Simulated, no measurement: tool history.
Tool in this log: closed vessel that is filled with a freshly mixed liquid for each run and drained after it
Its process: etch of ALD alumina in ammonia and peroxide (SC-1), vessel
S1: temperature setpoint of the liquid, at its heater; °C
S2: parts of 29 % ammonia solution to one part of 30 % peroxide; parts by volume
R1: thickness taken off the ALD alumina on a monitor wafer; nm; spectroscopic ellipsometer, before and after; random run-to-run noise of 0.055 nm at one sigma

{"run": 1, "hour": 0.0, "S1": 46.0, "S2": 0.9, "time in the liquid (s)": 205, "R1": 7.7269}
{"run": 2, "hour": 1.7, "S1": 47.0, "S2": 0.9, "time in the liquid (s)": 205, "R1": 8.0562}
{"run": 3, "hour": 4.5, "S1": 47.0, "S2": 0.9, "time in the liquid (s)": 205, "R1": 8.0971}
{"run": 4, "hour": 9.7, "S1": 47.0, "S2": 1.2, "time in the liquid (s)": 205, "R1": 8.4198}
{"run": 5, "hour": 13.0, "S1": 47.5, "S2": 1.2, "time in the liquid (s)": 205, "R1": 8.6903}
{"run": 6, "hour": 21.0, "S1": 44.0, "S2": 1.2, "time in the liquid (s)": 205, "R1": 7.0771}
{"run": 7, "hour": 27.7, "S1": 45.0, "S2": 1.2, "time in the liquid (s)": 205, "R1": 7.4486}

The next listed run, before its measurement:
{"run": 8, "hour": 36.1, "S1": 46.0, "S2": 1.2, "time in the liquid (s)": 205, "R1": "?"}

Run 8 gave R1 7.8387 nm.
